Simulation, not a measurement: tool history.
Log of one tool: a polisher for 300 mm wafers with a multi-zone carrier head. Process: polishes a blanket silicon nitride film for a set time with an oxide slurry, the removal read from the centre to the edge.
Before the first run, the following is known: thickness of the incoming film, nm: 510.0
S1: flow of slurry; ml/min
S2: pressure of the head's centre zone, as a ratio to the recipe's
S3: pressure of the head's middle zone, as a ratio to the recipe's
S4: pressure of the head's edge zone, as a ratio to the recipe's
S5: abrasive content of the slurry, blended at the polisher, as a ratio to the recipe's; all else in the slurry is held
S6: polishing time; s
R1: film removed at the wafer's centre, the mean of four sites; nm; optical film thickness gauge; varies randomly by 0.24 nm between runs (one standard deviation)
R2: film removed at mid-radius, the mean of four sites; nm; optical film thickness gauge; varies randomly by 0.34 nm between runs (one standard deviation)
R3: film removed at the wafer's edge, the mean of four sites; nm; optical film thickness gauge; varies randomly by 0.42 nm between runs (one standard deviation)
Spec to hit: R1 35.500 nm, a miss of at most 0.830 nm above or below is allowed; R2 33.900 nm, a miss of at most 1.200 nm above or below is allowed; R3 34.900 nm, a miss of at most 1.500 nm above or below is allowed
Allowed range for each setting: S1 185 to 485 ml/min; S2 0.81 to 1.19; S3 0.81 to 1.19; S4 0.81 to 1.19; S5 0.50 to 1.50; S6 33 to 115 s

run	hour	S1	S2	S3	S4	S5	S6	R1	R2	R3
1	0.0	310	1.00	1.00	1.00	1.00	73	45.176	45.008	46.211
2	7.7	310	1.00	1.00	0.93	1.00	73	45.951	45.298	46.788
3	11.5	310	1.00	1.00	0.93	1.00	87	54.249	55.327	55.282
4	17.8	310	1.00	1.00	0.93	1.00	94	58.815	59.334	58.773
5	25.1	315	1.01	1.00	0.93	0.90	88	52.317	52.032	53.254
6	28.0	315	1.03	1.02	0.92	0.80	84	47.789	47.970	45.773
7	32.7	310	1.03	1.00	0.92	0.75	82	45.316	44.224	44.476
8	34.8	375	1.02	0.98	0.84	0.50	70	30.275	29.484	29.079
9	37.7	375	1.03	0.99	0.89	0.50	69	30.185	29.116	28.855
10	46.2	360	1.03	0.99	0.99	0.75	70	38.832	37.947	38.638
11	49.2	360	1.02	0.98	0.96	0.75	70	38.477	38.090	38.627
12	56.5	350	1.02	0.98	0.93	0.75	70	38.572	37.116	37.851
13	64.5	350	1.01	0.98	0.91	0.75	70	38.584	37.600	37.876
14	67.7	345	1.01	0.98	0.91	0.70	70	36.871	35.869	36.480
15	70.0	345	1.01	0.98	0.91	0.70	70	36.847	35.470	36.941
16	76.4	350	1.01	0.98	0.90	0.70	70	36.924	35.554	36.742
17	77.7	355	1.01	0.98	0.89	0.70	70	37.013	36.066	36.090

Of the 5 settings listed for the next run, only one would bring every result within its allowed miss of target. Which one?
A	79.0	320	1.11	0.90	0.98	0.60	76	?	?	?
B	79.0	330	1.03	0.98	0.94	0.70	67	?	?	?
C	79.0	345	1.03	0.81	0.82	0.55	86	?	?	?
D	79.0	300	1.04	0.98	0.83	0.65	74	?	?	?
E	79.0	450	0.94	1.17	0.86	0.50	88	?	?	?

move	R1	R2	R3
A	38.760	33.130	36.213
B	35.608	34.588	34.759
C	39.415	32.727	37.304
D	37.490	36.188	35.364
E	36.190	43.646	36.574
A: the biggest miss grows against the last run
B: hits every target within its allowed miss
C: the biggest miss grows against the last run
D: the biggest miss grows against the last run
E: the worst result of the last run now meets its target, but another is out of spec
The move that meets every target is B.
